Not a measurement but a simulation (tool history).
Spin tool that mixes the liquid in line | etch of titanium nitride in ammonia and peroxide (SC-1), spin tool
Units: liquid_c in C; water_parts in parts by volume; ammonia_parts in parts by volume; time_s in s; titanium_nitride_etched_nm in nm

run	hour	liquid_c	water_parts	ammonia_parts	time_s	titanium_nitride_etched_nm
1	0.0	53.0	14.5	0.5	290	22.920
2	4.9	52.0	14.5	0.5	290	21.238
3	10.7	57.5	14.5	0.5	290	31.051
4	18.1	57.5	14.5	0.5	290	31.050
5	25.1	57.5	14.5	0.5	290	30.943
6	29.6	57.5	11.5	0.5	290	34.898
7	31.1	56.0	11.5	0.5	290	31.782
8	37.4	48.0	11.5	0.5	290	18.071

The next listed run, before its measurement:
9	40.0	47.5	11.5	0.5	290	?

titanium_nitride_etched_nm: 17.616 nm
